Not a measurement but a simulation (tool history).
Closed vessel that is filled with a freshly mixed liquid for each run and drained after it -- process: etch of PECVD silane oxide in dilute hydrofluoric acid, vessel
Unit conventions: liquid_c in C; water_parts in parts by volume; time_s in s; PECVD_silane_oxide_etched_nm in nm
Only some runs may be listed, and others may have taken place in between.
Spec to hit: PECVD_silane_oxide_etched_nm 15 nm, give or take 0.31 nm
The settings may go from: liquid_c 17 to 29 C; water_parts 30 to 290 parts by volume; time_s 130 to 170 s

run	hour	liquid_c	water_parts	time_s	PECVD_silane_oxide_etched_nm
1	0	21	160	170	18.784
2	0.7	20	165	170	17.252
3	7.3	19.5	165	170	17.016
4	10.7	19	165	170	16.671
5	12.4	19	200	170	13.317
6	17.8	19	240	170	10.754
7	20	21	240	170	11.479
8	25.8	22.5	240	170	12.171
9	30.6	24	240	170	12.936
10	32.4	25	240	170	13.336
11	34.8	25.5	240	170	13.558

Exactly one of the 4 candidate moves below puts every result within its allowed miss. Which one?
A	37.2	26.5	260	150	?
B	37.2	29	275	165	?
C	37.2	28.5	200	135	?
D	37.2	26.5	225	160	?

move	PECVD_silane_oxide_etched_nm
A	11.233
B	12.508
C	15.074
D	14.382
A: misses by more than the last run did
B: misses by more than the last run did
C: all results in spec
D: nearer than the last run, and not there yet
Move C is the one to make.

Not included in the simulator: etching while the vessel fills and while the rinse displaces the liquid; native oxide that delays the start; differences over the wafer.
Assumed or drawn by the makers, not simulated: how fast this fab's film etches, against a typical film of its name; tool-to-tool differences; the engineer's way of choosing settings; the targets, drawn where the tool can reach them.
